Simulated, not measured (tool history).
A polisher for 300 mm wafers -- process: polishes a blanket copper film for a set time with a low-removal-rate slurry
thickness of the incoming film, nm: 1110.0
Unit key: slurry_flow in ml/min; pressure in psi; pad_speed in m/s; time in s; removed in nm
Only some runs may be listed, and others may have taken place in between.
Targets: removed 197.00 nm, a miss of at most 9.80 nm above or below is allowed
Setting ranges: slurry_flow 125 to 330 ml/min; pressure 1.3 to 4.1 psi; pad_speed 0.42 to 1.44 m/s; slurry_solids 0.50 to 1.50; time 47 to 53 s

run  hour  slurry_flow  pressure  pad_speed  slurry_solids  time  removed
  1   0.0          210       2.7       0.92           1.00    53   129.30
  2   8.2          210       2.7       0.92           1.00    53   129.46
  3  15.1          210       2.5       0.92           1.00    53   121.29
  4  21.4          210       2.8       0.94           1.00    53   134.56
  5  23.9          210       2.8       1.08           1.00    53   154.88
  6  27.3          210       3.0       1.08           1.00    53   165.26
  7  34.5          210       3.1       1.08           1.00    53   177.17
  8  39.8          210       3.1       1.08           1.00    53   171.10
  9  47.5          210       3.2       1.08           1.00    53   176.77
 10  54.5          210       3.3       1.08           1.00    53   186.74

Which of these 5 next moves meets every target?
  A  61.5          190       3.3       1.14           1.05    48        ?
  B  61.5          265       3.5       1.08           1.00    48        ?
  C  61.5          230       2.8       1.32           1.05    53        ?
  D  61.5          250       3.2       1.20           0.85    47        ?
  E  61.5          210       3.7       1.12           1.10    53        ?

move  removed
   A   178.71
   B   185.40
   C   198.76
   D   179.18
   E   221.23
A: misses by more than the last run did
B: misses by more than the last run did
C: every result lands within tolerance
D: misses by more than the last run did
E: moves the result that the last run missed by most past its target, out the other side
Move C is the one to make.

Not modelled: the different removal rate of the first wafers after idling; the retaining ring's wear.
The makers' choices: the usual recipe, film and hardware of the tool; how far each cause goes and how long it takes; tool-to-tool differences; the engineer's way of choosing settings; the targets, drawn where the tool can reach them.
